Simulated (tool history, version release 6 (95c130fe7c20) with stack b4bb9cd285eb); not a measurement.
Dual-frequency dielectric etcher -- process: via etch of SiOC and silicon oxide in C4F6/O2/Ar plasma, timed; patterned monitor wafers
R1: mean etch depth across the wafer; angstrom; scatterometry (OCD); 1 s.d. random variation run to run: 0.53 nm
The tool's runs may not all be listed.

{"run": 1, "day": 0.0, "source power (kW)": 0.37, "bias power (kW)": 0.219, "etch time (s)": 97.5, "R1": 1024.8}
{"run": 2, "day": 0.312, "source power (kW)": 0.38, "bias power (kW)": 0.221, "etch time (s)": 97.5, "R1": 1053.1}
{"run": 3, "day": 0.508, "source power (kW)": 0.38, "bias power (kW)": 0.235, "etch time (s)": 97.5, "R1": 1074.2}
{"run": 4, "day": 0.875, "source power (kW)": 0.35, "bias power (kW)": 0.235, "etch time (s)": 97.5, "R1": 1029.7}
{"run": 5, "day": 1.025, "source power (kW)": 0.35, "bias power (kW)": 0.268, "etch time (s)": 97.5, "R1": 1077}
{"run": 6, "day": 1.208, "source power (kW)": 0.3, "bias power (kW)": 0.268, "etch time (s)": 97.5, "R1": 972.73}
{"run": 7, "day": 1.475, "source power (kW)": 0.31, "bias power (kW)": 0.269, "etch time (s)": 97.5, "R1": 1014.8}
{"run": 8, "day": 1.804, "source power (kW)": 0.32, "bias power (kW)": 0.27, "etch time (s)": 97.5, "R1": 1041.7}
{"run": 9, "day": 2.038, "source power (kW)": 0.33, "bias power (kW)": 0.271, "etch time (s)": 97.5, "R1": 1042.2}
{"run": 10, "day": 2.229, "source power (kW)": 0.34, "bias power (kW)": 0.272, "etch time (s)": 97.5, "R1": 1070.9}

Run 11 is up next; what results do you expect?
{"run": 11, "day": 2.583, "source power (kW)": 0.36, "bias power (kW)": 0.274, "etch time (s)": 97.5, "R1": "?"}

{"run 11": {"R1": 1113.7}}

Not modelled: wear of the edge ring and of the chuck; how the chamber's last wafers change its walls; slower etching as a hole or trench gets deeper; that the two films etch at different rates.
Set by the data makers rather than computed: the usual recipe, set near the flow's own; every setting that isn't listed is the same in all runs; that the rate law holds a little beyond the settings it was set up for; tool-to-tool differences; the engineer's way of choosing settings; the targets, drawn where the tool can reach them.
